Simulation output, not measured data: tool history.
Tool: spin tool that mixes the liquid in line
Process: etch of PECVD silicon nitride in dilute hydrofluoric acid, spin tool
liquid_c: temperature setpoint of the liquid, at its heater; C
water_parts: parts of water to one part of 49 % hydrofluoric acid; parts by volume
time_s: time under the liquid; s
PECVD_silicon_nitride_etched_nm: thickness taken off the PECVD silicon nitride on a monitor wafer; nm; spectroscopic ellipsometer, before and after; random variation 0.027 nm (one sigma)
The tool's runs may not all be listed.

run	hour	liquid_c	water_parts	time_s	PECVD_silicon_nitride_etched_nm
1	0.0	23.0	155	300	3.9097
2	7.4	23.0	210	300	2.9144
3	15.3	22.0	210	300	2.7350
4	21.9	23.5	210	300	2.9236
5	22.5	23.5	210	325	3.2043
6	24.7	23.5	255	325	2.6425
7	29.3	22.5	255	325	2.4868

Run 8 comes next. What will it give?
8	30.5	22.0	255	325	?

PECVD_silicon_nitride_etched_nm: 2.4024 nm
